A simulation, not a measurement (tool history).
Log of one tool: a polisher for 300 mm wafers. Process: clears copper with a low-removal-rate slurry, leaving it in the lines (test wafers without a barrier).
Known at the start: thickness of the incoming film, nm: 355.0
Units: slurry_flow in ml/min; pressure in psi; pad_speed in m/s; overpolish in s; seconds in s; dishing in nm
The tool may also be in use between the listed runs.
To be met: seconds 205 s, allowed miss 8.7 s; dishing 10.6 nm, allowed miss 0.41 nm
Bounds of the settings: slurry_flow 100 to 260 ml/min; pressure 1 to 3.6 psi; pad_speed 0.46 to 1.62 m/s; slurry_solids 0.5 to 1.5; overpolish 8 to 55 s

run  hour  slurry_flow  pressure  pad_speed  slurry_solids  overpolish  seconds  dishing
  1     0          165       2.3       1.04              1          28   135.03   48.308
  2   3.3          165       2.3       0.88              1          28   159.64   42.173
  3   6.1          190       2.3       0.88              1          28   156.66   44.059
  4  10.1          165       2.3       0.88              1          28   156.97   42.584
  5  17.6          150       2.3       0.88              1          28    160.5   41.431
  6    22          150       2.7       0.88              1          28   134.99   47.723
  7    24          145       2.6       0.86              1          26   149.53   42.856
  8  25.9          140       2.4       0.88           0.95          24   159.66   36.872
  9  31.9          135       2.2       0.92            0.9          22   171.11   32.232
 10    39          135       2.2       0.92            0.9          22    167.8   32.818
 11  41.7          130       2.1       0.94           0.85          20   175.98   28.985
 12    44          125         2       0.96            0.8          19   187.57   26.737

4 next moves are on the table. One of them brings every result within its allowed miss. Which?
  A  46.3          110       2.5       0.84            0.9          34        ?        ?
  B  46.3          130         2       1.02           0.95          32        ?        ?
  C  46.3          150       1.9       1.04            0.9          27        ?        ?
  D  46.3          125       1.8       0.98           0.75           8        ?        ?

move  seconds  dishing
   A   173.03   46.963
   B   168.61   44.766
   C   170.67   38.366
   D   206.26    10.67
A: further off than the last run
B: further off than the last run
C: further off than the last run
D: meets every target
The right move is D.

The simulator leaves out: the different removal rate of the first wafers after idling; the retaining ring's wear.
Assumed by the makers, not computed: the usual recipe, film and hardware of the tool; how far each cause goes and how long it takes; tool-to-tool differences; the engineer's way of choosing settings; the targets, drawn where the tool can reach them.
